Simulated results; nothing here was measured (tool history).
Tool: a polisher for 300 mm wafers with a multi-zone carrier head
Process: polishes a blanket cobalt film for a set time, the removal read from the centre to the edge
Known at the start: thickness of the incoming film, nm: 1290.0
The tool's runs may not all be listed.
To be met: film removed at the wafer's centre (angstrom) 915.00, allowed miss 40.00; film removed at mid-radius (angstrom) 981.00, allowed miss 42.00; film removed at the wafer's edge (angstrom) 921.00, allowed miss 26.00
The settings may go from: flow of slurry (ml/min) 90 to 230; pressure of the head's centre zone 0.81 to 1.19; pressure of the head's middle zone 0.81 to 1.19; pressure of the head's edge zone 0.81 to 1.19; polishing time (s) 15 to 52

run	day	flow of slurry (ml/min)	pressure of the head's centre zone	pressure of the head's middle zone	pressure of the head's edge zone	polishing time (s)	film removed at the wafer's centre (angstrom)	film removed at mid-radius (angstrom)	film removed at the wafer's edge (angstrom)
1	0.000	150	1.00	1.00	1.00	33	1419.70	1445.10	1408.80
2	0.200	145	0.99	1.00	0.98	31	1320.50	1348.50	1294.20
3	0.279	145	1.07	1.00	0.98	31	1450.40	1325.40	1286.90
4	0.588	145	1.07	1.00	0.98	26	1197.90	1107.10	1110.20
5	0.704	175	1.07	1.00	0.98	26	1264.80	1172.60	1125.50
6	1.067	175	1.07	1.00	1.02	26	1217.80	1154.40	1130.00
7	1.150	175	1.06	1.00	1.01	25	1162.60	1128.30	1089.30
8	1.383	175	1.05	1.00	1.00	24	1089.20	1066.10	1056.20
9	1.675	175	1.04	1.01	0.98	23	1055.80	1044.10	997.70
10	1.721	135	0.96	1.01	0.95	23	924.71	1003.80	952.90
11	1.975	135	0.96	1.01	0.94	23	918.75	1011.40	949.53

Which of these 5 next moves meets every target?
A	2.229	175	0.94	1.00	0.89	22	?	?	?
B	2.229	165	1.01	1.02	0.92	23	?	?	?
C	2.229	200	0.92	1.13	0.96	21	?	?	?
D	2.229	135	0.91	0.97	1.01	23	?	?	?
E	2.229	145	0.89	1.04	0.81	24	?	?	?

move	film removed at the wafer's centre (angstrom)	film removed at mid-radius (angstrom)	film removed at the wafer's edge (angstrom)
A	932.26	970.31	911.24
B	1038.20	1020.70	956.10
C	888.97	1033.90	900.09
D	902.86	954.33	963.53
E	933.39	1061.00	948.43
A: meets every target
B: further off than the last run
C: brings the result that was furthest off to its target, and leaves another outside
D: further off than the last run
E: further off than the last run
Answer: A
